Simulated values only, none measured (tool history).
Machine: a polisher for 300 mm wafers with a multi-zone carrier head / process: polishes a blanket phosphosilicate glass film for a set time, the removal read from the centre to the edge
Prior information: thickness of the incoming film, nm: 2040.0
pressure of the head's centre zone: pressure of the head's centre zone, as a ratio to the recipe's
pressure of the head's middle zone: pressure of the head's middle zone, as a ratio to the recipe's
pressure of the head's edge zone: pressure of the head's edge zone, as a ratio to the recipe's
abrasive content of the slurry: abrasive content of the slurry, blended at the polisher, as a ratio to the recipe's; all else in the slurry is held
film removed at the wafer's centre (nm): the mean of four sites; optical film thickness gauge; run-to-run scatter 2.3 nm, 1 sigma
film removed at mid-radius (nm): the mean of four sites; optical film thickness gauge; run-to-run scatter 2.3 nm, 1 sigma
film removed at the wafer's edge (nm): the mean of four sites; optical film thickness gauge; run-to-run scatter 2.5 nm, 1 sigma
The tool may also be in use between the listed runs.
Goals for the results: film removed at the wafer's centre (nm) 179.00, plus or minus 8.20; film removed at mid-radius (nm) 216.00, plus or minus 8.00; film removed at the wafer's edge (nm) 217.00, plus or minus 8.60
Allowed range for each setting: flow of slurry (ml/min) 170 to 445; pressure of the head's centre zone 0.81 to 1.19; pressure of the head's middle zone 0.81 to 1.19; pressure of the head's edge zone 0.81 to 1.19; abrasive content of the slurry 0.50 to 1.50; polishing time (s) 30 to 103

run	day	flow of slurry (ml/min)	pressure of the head's centre zone	pressure of the head's middle zone	pressure of the head's edge zone	abrasive content of the slurry	polishing time (s)	film removed at the wafer's centre (nm)	film removed at mid-radius (nm)	film removed at the wafer's edge (nm)
1	0.000	285	1.00	1.00	1.00	1.00	66	401.09	409.86	417.31
2	0.217	285	1.00	1.00	1.06	1.00	66	411.56	414.87	423.95
3	0.250	285	1.00	1.00	1.06	1.00	52	321.44	323.15	331.13
4	0.408	285	1.00	1.00	1.06	0.80	52	279.17	275.85	292.76
5	0.450	285	0.97	1.02	1.04	0.70	51	235.33	249.45	250.28
6	0.712	280	0.93	1.00	1.03	0.70	51	227.80	244.35	243.67
7	0.762	270	0.90	1.00	1.06	0.65	51	204.76	222.99	238.16
8	0.912	230	0.84	1.07	1.00	0.55	50	153.10	197.00	188.22
9	1.188	255	0.85	1.07	1.02	0.55	50	158.87	199.31	191.26
10	1.233	260	0.86	1.07	1.04	0.55	50	156.79	201.24	194.02
11	1.333	270	0.88	1.07	1.06	0.55	50	166.42	198.04	198.01

Pick the move, out of 4, that brings all results within their allowed miss; only one does.
A	1.433	170	0.86	1.03	1.05	0.80	41	?	?	?
B	1.433	245	0.92	0.85	1.19	0.65	48	?	?	?
C	1.433	265	0.93	1.08	1.03	0.50	53	?	?	?
D	1.433	190	0.82	0.93	1.19	0.50	58	?	?	?

move	film removed at the wafer's centre (nm)	film removed at mid-radius (nm)	film removed at the wafer's edge (nm)
A	178.09	217.11	218.82
B	193.26	187.07	230.84
C	162.85	190.20	181.32
D	152.61	179.10	205.78
A: each result inside its tolerance
B: the biggest miss grows against the last run
C: the biggest miss grows against the last run
D: the biggest miss grows against the last run
The right move is A.

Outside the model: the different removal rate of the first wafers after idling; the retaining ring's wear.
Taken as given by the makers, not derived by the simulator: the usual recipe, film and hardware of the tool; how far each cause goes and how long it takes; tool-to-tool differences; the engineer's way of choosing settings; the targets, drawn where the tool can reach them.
